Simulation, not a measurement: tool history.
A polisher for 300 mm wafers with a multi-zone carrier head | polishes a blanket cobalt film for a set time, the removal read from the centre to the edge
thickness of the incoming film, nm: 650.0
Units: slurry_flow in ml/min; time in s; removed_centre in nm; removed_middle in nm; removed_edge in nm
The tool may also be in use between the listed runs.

{"run": 1, "hour": 0.0, "slurry_flow": 245, "centre_zone": 1, "middle_zone": 1, "edge_zone": 1, "time": 58, "removed_centre": 230.71, "removed_middle": 230.27, "removed_edge": 228.05}
{"run": 2, "hour": 6.4, "slurry_flow": 240, "centre_zone": 0.98, "middle_zone": 0.99, "edge_zone": 0.98, "time": 56, "removed_centre": 220.76, "removed_middle": 223.31, "removed_edge": 216.71}
{"run": 3, "hour": 15.3, "slurry_flow": 285, "centre_zone": 0.98, "middle_zone": 0.99, "edge_zone": 0.98, "time": 56, "removed_centre": 225.65, "removed_middle": 225.53, "removed_edge": 219.72}
{"run": 4, "hour": 18.1, "slurry_flow": 340, "centre_zone": 0.98, "middle_zone": 0.99, "edge_zone": 0.98, "time": 56, "removed_centre": 228.36, "removed_middle": 231.73, "removed_edge": 221.67}
{"run": 5, "hour": 21.6, "slurry_flow": 335, "centre_zone": 0.96, "middle_zone": 0.98, "edge_zone": 0.97, "time": 54, "removed_centre": 218.77, "removed_middle": 222.35, "removed_edge": 213.7}
{"run": 6, "hour": 27.3, "slurry_flow": 330, "centre_zone": 0.94, "middle_zone": 0.97, "edge_zone": 0.96, "time": 52, "removed_centre": 202.9, "removed_middle": 212.1, "removed_edge": 203.11}

Forecast run 7:
{"run": 7, "hour": 28.5, "slurry_flow": 325, "centre_zone": 0.93, "middle_zone": 0.95, "edge_zone": 0.94, "time": 51, "removed_centre": "?", "removed_middle": "?", "removed_edge": "?"}

removed_centre: 197.82 nm
removed_middle: 203.76 nm
removed_edge: 198.14 nm
